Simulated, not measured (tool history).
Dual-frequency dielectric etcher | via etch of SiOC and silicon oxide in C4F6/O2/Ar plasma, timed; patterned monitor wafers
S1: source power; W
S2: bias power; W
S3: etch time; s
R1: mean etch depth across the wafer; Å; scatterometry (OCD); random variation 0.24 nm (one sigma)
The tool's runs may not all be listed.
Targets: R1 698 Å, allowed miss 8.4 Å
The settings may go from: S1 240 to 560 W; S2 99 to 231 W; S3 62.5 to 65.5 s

run	hour	S1	S2	S3	R1
1	0	400	165	62.5	755.14
2	1.5	430	165	62.5	768.46
3	3.7	420	164	62.5	765.55
4	5.5	410	164	62.5	760.39
5	9.4	400	163	62.5	752.33
6	11.3	400	191	62.5	789.59
7	13.8	380	190	62.5	778.99
# hour 14.4: bias power generator calibrated
8	14.4	370	189	62.5	759.81
9	20.4	370	189	62.5	756.79

5 next moves are on the table. One of them brings every result within its allowed miss. Which?
A	26.4	290	174	64.5	?
B	26.4	430	231	62.5	?
C	26.4	280	180	63	?
D	26.4	420	201	65	?
E	26.4	310	194	62.5	?

move	R1
A	696.8
B	861.99
C	680.51
D	845.14
E	719.29
A: meets every target
B: further off than the last run
C: takes the result that was furthest off past its target
D: further off than the last run
E: nearer than the last run, and not there yet
The right move is A.

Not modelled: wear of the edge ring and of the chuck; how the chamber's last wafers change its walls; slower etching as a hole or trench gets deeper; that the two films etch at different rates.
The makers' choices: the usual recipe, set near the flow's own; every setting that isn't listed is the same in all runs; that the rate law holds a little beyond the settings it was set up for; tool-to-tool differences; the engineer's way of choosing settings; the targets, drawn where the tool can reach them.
